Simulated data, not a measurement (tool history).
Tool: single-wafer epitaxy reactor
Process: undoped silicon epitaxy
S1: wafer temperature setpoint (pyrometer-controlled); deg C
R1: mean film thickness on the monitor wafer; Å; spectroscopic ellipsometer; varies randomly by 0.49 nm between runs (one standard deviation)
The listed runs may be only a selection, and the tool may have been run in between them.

Run 1, hour 0: S1 660 deg C, deposition time (s) 407. Result: R1 785.09 Å.
Run 2, hour 4.2: S1 668 deg C, deposition time (s) 407. Result: R1 935.5 Å.
Run 3, hour 7.5: S1 669 deg C, deposition time (s) 407. Result: R1 963.96 Å.
Run 4, hour 13.2: S1 679 deg C, deposition time (s) 407. Result: R1 1197 Å.
Run 5, hour 20.7: S1 684 deg C, deposition time (s) 407. Result: R1 1332.9 Å.
Run 6, hour 26.8: S1 680 deg C, deposition time (s) 407. Result: R1 1229.9 Å.
Run 7, hour 33.1: S1 679 deg C, deposition time (s) 407. Result: R1 1209 Å.
Run 8, hour 36.4: S1 678 deg C, deposition time (s) 407. Result: R1 1174 Å.
Run 9, hour 37.7: S1 677 deg C, deposition time (s) 407. Result: R1 1159.3 Å.

For run 10, what comes out?
Run 10, hour 39.9: S1 676 deg C, deposition time (s) 407. Result: R1 ?.

R1: 1124.1 Å
